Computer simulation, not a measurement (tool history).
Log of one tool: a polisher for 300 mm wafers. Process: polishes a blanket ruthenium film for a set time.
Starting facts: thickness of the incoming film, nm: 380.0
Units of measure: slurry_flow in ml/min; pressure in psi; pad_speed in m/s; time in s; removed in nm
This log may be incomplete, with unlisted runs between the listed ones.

run,day,slurry_flow,pressure,pad_speed,time,removed
1,0.000,240,2.6,0.86,35,46.787
2,0.325,240,2.8,0.86,35,48.982
3,0.450,240,2.8,0.98,35,55.465
4,0.529,240,2.8,0.98,35,56.511
5,0.621,240,2.8,0.98,35,56.595
6,0.667,240,3.0,0.98,35,60.370
7,0.800,240,3.1,0.98,35,60.510

Predict the results of run 8:
8,1.033,240,3.2,0.98,35,?

removed: 62.685 nm
